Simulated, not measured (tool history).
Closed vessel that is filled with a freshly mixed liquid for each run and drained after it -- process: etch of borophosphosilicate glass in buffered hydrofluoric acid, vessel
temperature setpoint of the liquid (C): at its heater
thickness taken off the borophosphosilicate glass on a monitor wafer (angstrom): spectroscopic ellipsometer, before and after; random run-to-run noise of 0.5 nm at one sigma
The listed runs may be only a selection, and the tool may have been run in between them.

run  hour  temperature setpoint of the liquid (C)  parts of 40 % ammonium fluoride to one part of 49 % hydrofluoric acid (parts by volume)  time in the liquid (s)  thickness taken off the borophosphosilicate glass on a monitor wafer (angstrom)
  1   0.0                                    22.0                                                                                     16.5                     100                                                                          1197.80
  2   3.4                                    22.0                                                                                     16.5                     100                                                                          1209.90
  3  12.0                                    22.0                                                                                     19.5                     100                                                                          1035.10
  4  14.9                                    21.5                                                                                     19.5                     100                                                                          1010.40
  5  17.8                                    21.5                                                                                     22.5                     100                                                                           921.60
  6  24.8                                    20.5                                                                                     22.5                     100                                                                           862.57

What will run 7 give?
     26.2  -- hydrofluoric acid flow meter replaced
  7  26.2                                    21.0                                                                                     22.5                     100                                                                                ?

thickness taken off the borophosphosilicate glass on a monitor wafer (angstrom): 946.58

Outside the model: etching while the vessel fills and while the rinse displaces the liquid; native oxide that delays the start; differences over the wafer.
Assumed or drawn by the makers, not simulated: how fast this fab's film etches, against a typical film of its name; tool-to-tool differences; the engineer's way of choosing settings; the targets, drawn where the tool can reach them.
